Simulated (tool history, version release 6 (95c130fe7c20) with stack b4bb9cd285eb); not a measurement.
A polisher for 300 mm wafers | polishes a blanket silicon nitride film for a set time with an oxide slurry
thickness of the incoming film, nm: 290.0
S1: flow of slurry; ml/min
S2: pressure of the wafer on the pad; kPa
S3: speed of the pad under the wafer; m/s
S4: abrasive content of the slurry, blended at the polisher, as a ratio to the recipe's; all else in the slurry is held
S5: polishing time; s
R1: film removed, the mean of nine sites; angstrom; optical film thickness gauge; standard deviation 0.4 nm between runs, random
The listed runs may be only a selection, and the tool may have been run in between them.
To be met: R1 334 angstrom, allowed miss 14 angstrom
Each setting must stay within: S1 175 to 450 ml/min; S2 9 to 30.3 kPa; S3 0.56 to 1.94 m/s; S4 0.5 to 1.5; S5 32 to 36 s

run,hour,S1,S2,S3,S4,S5,R1
1,0,290,19.3,1.24,1,36,257.5
2,3.2,290,19.3,1.24,1,32,225
3,3.9,290,19.3,1.24,1.15,32,236.51
4,12.8,290,20.7,1.24,1.15,32,252.4
5,19.9,290,24.1,1.24,1.15,32,287.87
6,27.5,290,24.1,1.24,1,32,281.52
7,29.1,290,24.8,1.24,1,32,281.91
8,31.3,290,25.5,1.24,1,32,282.07

Pick the move, out of 5, that brings all results within their allowed miss; only one does.
A,33.5,290,26.9,1.22,1.05,33,?
B,33.5,320,26.2,1.2,1.1,33,?
C,33.5,330,28.3,0.9,1,36,?
D,33.5,270,24.8,0.86,1.25,32,?
E,33.5,285,24.1,1.32,1.1,36,?

move,R1
A,308.65
B,304.56
C,284.22
D,226.61
E,326.47
A: closer than the last run, but not yet in spec
B: closer than the last run, but not yet in spec
C: about as far from the targets as the last run
D: moves away from the targets compared with the last run
E: in spec on every target
Correct choice: E, which meets every target
